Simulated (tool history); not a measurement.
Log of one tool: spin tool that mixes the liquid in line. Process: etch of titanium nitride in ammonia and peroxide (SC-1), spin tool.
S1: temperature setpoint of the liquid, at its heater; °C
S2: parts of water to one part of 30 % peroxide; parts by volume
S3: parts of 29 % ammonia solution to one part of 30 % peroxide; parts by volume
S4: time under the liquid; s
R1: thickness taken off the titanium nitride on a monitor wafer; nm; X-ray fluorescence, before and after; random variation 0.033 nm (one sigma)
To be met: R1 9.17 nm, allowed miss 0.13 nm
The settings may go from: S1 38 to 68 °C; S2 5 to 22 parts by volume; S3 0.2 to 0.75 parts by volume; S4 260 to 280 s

run,hour,S1,S2,S3,S4,R1
1,0,52,12.5,0.45,260,8.003
2,6.7,52,12.5,0.45,280,8.7108
3,12.9,45.5,12.5,0.45,280,5.4804
4,20.5,46.5,12.5,0.45,280,5.8955
5,27.5,47.5,12.5,0.45,280,6.3125
6,35.9,47.5,12.5,0.45,280,6.2968
7,38.4,48,12.5,0.45,280,6.5783
8,40.1,48.5,12.5,0.45,280,6.7859

Which of these 4 next moves meets every target?
A,41.8,51,9.5,0.4,280,?
B,41.8,52.5,13,0.45,280,?
C,41.8,51.5,11.5,0.5,280,?
D,41.8,52,12.5,0.5,280,?

move,R1
A,9.1506
B,8.7724
C,8.9112
D,8.8225
A: meets every target
B: nearer than the last run, and not there yet
C: nearer than the last run, and not there yet
D: nearer than the last run, and not there yet
Move A is the one to make.

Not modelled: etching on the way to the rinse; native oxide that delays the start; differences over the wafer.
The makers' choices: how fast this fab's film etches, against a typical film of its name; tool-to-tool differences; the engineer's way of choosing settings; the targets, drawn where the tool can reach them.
